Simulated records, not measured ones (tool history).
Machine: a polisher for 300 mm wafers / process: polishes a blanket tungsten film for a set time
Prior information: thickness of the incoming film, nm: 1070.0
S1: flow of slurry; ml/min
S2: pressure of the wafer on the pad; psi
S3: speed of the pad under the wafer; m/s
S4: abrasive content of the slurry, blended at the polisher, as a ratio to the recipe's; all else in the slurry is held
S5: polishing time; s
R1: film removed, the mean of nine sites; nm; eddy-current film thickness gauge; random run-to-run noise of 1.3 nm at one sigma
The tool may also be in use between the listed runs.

run,day,S1,S2,S3,S4,S5,R1
1,0.000,205,2.6,1.20,1.0,47,157.31
2,0.308,205,2.5,1.20,1.0,47,151.61
3,0.375,205,2.4,1.20,1.0,47,145.94
4,0.729,205,2.4,1.20,1.1,47,150.92
5,0.800,205,2.3,1.20,1.1,47,144.42
6,1.088,205,2.3,1.44,1.1,47,173.30
7,1.192,205,2.1,1.44,1.1,47,161.69

Forecast run 8:
# day 1.521: slurry nozzle cleaned
8,1.521,205,2.0,1.44,1.1,47,?

R1: 157.33 nm
